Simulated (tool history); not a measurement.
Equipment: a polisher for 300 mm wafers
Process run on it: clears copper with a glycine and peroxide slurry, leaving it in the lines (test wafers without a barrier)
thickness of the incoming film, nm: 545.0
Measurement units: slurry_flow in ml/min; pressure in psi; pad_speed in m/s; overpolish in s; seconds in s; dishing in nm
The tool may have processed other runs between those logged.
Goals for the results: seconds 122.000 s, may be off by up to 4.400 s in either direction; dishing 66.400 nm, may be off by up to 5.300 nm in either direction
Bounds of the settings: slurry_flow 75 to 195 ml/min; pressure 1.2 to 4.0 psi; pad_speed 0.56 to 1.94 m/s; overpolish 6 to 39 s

{"run": 1, "hour": 0.0, "slurry_flow": 125, "pressure": 2.6, "pad_speed": 1.24, "overpolish": 20, "seconds": 75.276, "dishing": 84.027}
{"run": 2, "hour": 6.7, "slurry_flow": 120, "pressure": 2.2, "pad_speed": 1.22, "overpolish": 21, "seconds": 84.829, "dishing": 78.206}
{"run": 3, "hour": 13.4, "slurry_flow": 120, "pressure": 2.5, "pad_speed": 1.22, "overpolish": 21, "seconds": 79.225, "dishing": 85.346}
{"run": 4, "hour": 17.6, "slurry_flow": 120, "pressure": 2.5, "pad_speed": 1.22, "overpolish": 26, "seconds": 77.675, "dishing": 95.376}
{"run": 5, "hour": 25.4, "slurry_flow": 115, "pressure": 2.1, "pad_speed": 1.2, "overpolish": 26, "seconds": 87.953, "dishing": 83.713}
{"run": 6, "hour": 30.9, "slurry_flow": 110, "pressure": 1.8, "pad_speed": 1.16, "overpolish": 27, "seconds": 100.73, "dishing": 81.78}
{"run": 7, "hour": 31.6, "slurry_flow": 105, "pressure": 1.6, "pad_speed": 1.16, "overpolish": 26, "seconds": 109.03, "dishing": 75.458}
{"run": 8, "hour": 38.9, "slurry_flow": 100, "pressure": 1.5, "pad_speed": 1.16, "overpolish": 25, "seconds": 112.33, "dishing": 70.868}
{"run": 9, "hour": 44.8, "slurry_flow": 100, "pressure": 1.4, "pad_speed": 1.16, "overpolish": 25, "seconds": 117.52, "dishing": 66.95}

Which of these 5 next moves meets every target?
{"run": "A", "hour": 50.7, "slurry_flow": 80, "pressure": 1.5, "pad_speed": 1.22, "overpolish": 18, "seconds": "?", "dishing": "?"}
{"run": "B", "hour": 50.7, "slurry_flow": 80, "pressure": 1.3, "pad_speed": 1.2, "overpolish": 25, "seconds": "?", "dishing": "?"}
{"run": "C", "hour": 50.7, "slurry_flow": 105, "pressure": 1.5, "pad_speed": 1.14, "overpolish": 23, "seconds": "?", "dishing": "?"}
{"run": "D", "hour": 50.7, "slurry_flow": 130, "pressure": 1.4, "pad_speed": 1.16, "overpolish": 22, "seconds": "?", "dishing": "?"}
{"run": "E", "hour": 50.7, "slurry_flow": 120, "pressure": 1.5, "pad_speed": 1.14, "overpolish": 30, "seconds": "?", "dishing": "?"}

move=A seconds=112.890 dishing=57.271
move=B seconds=123.010 dishing=68.593
move=C seconds=112.930 dishing=69.297
move=D seconds=111.310 dishing=67.521
move=E seconds=110.320 dishing=84.937
A: its largest miss is bigger than the last run's
B: all results in spec
C: its largest miss is bigger than the last run's
D: its largest miss is bigger than the last run's
E: its largest miss is bigger than the last run's
The move that meets every target is B.

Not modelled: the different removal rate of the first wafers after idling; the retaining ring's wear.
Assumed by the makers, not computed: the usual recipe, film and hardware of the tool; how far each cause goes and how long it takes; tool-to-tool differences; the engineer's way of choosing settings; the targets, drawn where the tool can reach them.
